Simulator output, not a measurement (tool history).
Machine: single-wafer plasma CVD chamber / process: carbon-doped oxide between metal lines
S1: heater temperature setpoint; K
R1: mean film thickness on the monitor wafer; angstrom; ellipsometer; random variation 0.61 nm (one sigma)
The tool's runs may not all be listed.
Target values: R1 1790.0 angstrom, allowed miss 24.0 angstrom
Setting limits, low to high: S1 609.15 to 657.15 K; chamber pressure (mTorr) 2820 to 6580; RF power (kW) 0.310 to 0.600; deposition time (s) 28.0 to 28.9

Run 1, hour 0.0: S1 633.15 K, chamber pressure (mTorr) 4700, RF power (kW) 0.455, deposition time (s) 28.0. Result: R1 1488.5 angstrom.
Run 2, hour 1.6: S1 633.15 K, chamber pressure (mTorr) 5390, RF power (kW) 0.455, deposition time (s) 28.0. Result: R1 1517.1 angstrom.
Run 3, hour 4.4: S1 633.15 K, chamber pressure (mTorr) 5390, RF power (kW) 0.420, deposition time (s) 28.0. Result: R1 1422.9 angstrom.
Run 4, hour 7.7: S1 633.15 K, chamber pressure (mTorr) 5820, RF power (kW) 0.420, deposition time (s) 28.0. Result: R1 1452.6 angstrom.
Run 5, hour 8.3: S1 629.15 K, chamber pressure (mTorr) 6050, RF power (kW) 0.445, deposition time (s) 28.0. Result: R1 1533.9 angstrom.
Run 6, hour 9.5: S1 629.15 K, chamber pressure (mTorr) 6580, RF power (kW) 0.445, deposition time (s) 28.0. Result: R1 1555.3 angstrom.
Run 7, hour 14.7: S1 626.15 K, chamber pressure (mTorr) 6580, RF power (kW) 0.465, deposition time (s) 28.0. Result: R1 1614.9 angstrom.
Run 8, hour 23.5: S1 623.15 K, chamber pressure (mTorr) 6580, RF power (kW) 0.480, deposition time (s) 28.0. Result: R1 1657.2 angstrom.
Run 9, hour 31.7: S1 622.15 K, chamber pressure (mTorr) 6580, RF power (kW) 0.495, deposition time (s) 28.0. Result: R1 1710.2 angstrom.
Run 10, hour 36.3: S1 620.15 K, chamber pressure (mTorr) 6580, RF power (kW) 0.500, deposition time (s) 28.0. Result: R1 1738.4 angstrom.

Which single option among these 5 for the next run brings every result within its allowed miss of target? Just one does.
Run A, hour 40.9: S1 626.15 K, chamber pressure (mTorr) 6320, RF power (kW) 0.500, deposition time (s) 28.6. Result: R1 ?.
Run B, hour 40.9: S1 610.15 K, chamber pressure (mTorr) 5320, RF power (kW) 0.500, deposition time (s) 28.8. Result: R1 ?.
Run C, hour 40.9: S1 620.15 K, chamber pressure (mTorr) 6430, RF power (kW) 0.485, deposition time (s) 28.0. Result: R1 ?.
Run D, hour 40.9: S1 624.15 K, chamber pressure (mTorr) 6580, RF power (kW) 0.490, deposition time (s) 28.0. Result: R1 ?.
Run E, hour 40.9: S1 627.15 K, chamber pressure (mTorr) 6560, RF power (kW) 0.500, deposition time (s) 28.0. Result: R1 ?.

move      R1
   A  1730.9
   B  1784.9
   C  1687.7
   D  1684.7
   E  1695.4
A: moves away from the targets compared with the last run
B: every result within its allowed miss
C: moves away from the targets compared with the last run
D: moves away from the targets compared with the last run
E: moves away from the targets compared with the last run
B meets every target.
